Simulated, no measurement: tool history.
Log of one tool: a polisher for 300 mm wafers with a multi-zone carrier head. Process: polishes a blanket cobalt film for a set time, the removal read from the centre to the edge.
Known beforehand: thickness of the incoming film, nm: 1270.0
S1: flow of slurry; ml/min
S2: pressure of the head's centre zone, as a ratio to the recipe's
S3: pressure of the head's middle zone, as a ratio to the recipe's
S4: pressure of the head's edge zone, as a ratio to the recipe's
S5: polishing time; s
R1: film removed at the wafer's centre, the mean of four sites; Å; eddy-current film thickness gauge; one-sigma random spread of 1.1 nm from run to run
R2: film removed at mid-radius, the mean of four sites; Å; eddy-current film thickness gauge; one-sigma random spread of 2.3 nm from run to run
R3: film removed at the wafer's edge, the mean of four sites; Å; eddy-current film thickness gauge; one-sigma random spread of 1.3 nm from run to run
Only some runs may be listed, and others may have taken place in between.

{"run": 1, "day": 0.0, "S1": 195, "S2": 1.0, "S3": 1.0, "S4": 1.0, "S5": 45, "R1": 1740.7, "R2": 1790.5, "R3": 1809.7}
{"run": 2, "day": 0.071, "S1": 195, "S2": 1.0, "S3": 0.92, "S4": 1.0, "S5": 45, "R1": 1742.8, "R2": 1677.8, "R3": 1816.9}
{"run": 3, "day": 0.346, "S1": 195, "S2": 1.0, "S3": 0.92, "S4": 1.0, "S5": 50, "R1": 1909.5, "R2": 1868.0, "R3": 2053.2}
{"run": 4, "day": 0.475, "S1": 195, "S2": 1.0, "S3": 0.92, "S4": 1.06, "S5": 50, "R1": 1926.3, "R2": 1870.7, "R3": 2069.6}
{"run": 5, "day": 0.838, "S1": 190, "S2": 0.98, "S3": 0.95, "S4": 1.04, "S5": 50, "R1": 1905.8, "R2": 1856.0, "R3": 2048.1}
{"run": 6, "day": 0.879, "S1": 205, "S2": 0.96, "S3": 0.98, "S4": 1.02, "S5": 49, "R1": 1829.1, "R2": 1916.5, "R3": 1998.3}
{"run": 7, "day": 1.15, "S1": 200, "S2": 0.94, "S3": 1.0, "S4": 1.0, "S5": 49, "R1": 1770.6, "R2": 1948.4, "R3": 2023.9}
{"run": 8, "day": 1.183, "S1": 200, "S2": 0.94, "S3": 1.02, "S4": 0.98, "S5": 48, "R1": 1721.9, "R2": 1914.8, "R3": 1921.6}
{"run": 9, "day": 1.333, "S1": 145, "S2": 0.87, "S3": 1.12, "S4": 0.95, "S5": 49, "R1": 1537.0, "R2": 1982.1, "R3": 1832.0}

What will run 10 give?
{"run": 10, "day": 1.662, "S1": 145, "S2": 0.87, "S3": 1.13, "S4": 0.95, "S5": 49, "R1": "?", "R2": "?", "R3": "?"}

{"run 10": {"R1": 1524.6, "R2": 1966.6, "R3": 1847.0}}
